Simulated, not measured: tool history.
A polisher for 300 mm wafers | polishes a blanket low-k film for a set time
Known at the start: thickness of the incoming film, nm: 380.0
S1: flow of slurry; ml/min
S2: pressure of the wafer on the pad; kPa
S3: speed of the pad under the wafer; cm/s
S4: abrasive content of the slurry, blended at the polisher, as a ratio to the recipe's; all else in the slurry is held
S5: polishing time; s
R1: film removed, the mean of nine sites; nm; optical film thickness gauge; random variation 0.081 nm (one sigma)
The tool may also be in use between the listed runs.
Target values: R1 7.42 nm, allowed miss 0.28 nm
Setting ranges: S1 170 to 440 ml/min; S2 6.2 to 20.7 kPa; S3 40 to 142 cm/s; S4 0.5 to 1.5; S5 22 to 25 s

Run 1, day 0: S1 280 ml/min, S2 13.1 kPa, S3 90 cm/s, S4 1, S5 25 s. Result: R1 10.536 nm.
Run 2, day 0.125: S1 280 ml/min, S2 11.7 kPa, S3 90 cm/s, S4 1, S5 25 s. Result: R1 9.4576 nm.
Run 3, day 0.258: S1 280 ml/min, S2 11 kPa, S3 90 cm/s, S4 1, S5 25 s. Result: R1 9.0346 nm.
Run 4, day 0.45: S1 280 ml/min, S2 11 kPa, S3 90 cm/s, S4 0.95, S5 25 s. Result: R1 8.8142 nm.
Run 5, day 0.525: S1 255 ml/min, S2 11 kPa, S3 90 cm/s, S4 0.95, S5 25 s. Result: R1 8.6925 nm.
Run 6, day 0.596: S1 255 ml/min, S2 11 kPa, S3 112 cm/s, S4 0.95, S5 25 s. Result: R1 10.414 nm.
Run 7, day 0.967: S1 255 ml/min, S2 9.7 kPa, S3 112 cm/s, S4 0.95, S5 25 s. Result: R1 9.1432 nm.
Run 8, day 1.229: S1 255 ml/min, S2 9 kPa, S3 112 cm/s, S4 0.95, S5 25 s. Result: R1 8.7064 nm.
Run 9, day 1.396: S1 255 ml/min, S2 8.3 kPa, S3 112 cm/s, S4 0.95, S5 25 s. Result: R1 7.9012 nm.

Of the 5 settings listed for the next run, only one would bring every result within its allowed miss of target. Which one?
Run A, day 1.562: S1 225 ml/min, S2 9.7 kPa, S3 114 cm/s, S4 0.9, S5 25 s. Result: R1 ?.
Run B, day 1.562: S1 260 ml/min, S2 9.7 kPa, S3 100 cm/s, S4 0.9, S5 25 s. Result: R1 ?.
Run C, day 1.562: S1 300 ml/min, S2 8.3 kPa, S3 128 cm/s, S4 0.8, S5 22 s. Result: R1 ?.
Run D, day 1.562: S1 250 ml/min, S2 7.6 kPa, S3 106 cm/s, S4 0.9, S5 25 s. Result: R1 ?.
Run E, day 1.562: S1 245 ml/min, S2 9.7 kPa, S3 94 cm/s, S4 0.95, S5 22 s. Result: R1 ?.

move      R1
   A   8.785
   B  8.0553
   C  7.2401
   D  6.6732
   E  6.8334
A: moves away from the targets compared with the last run
B: moves away from the targets compared with the last run
C: all results land within tolerance of their targets
D: moves the result that the last run missed by most past its target, out the other side
E: moves the result that the last run missed by most past its target, out the other side
Answer: C
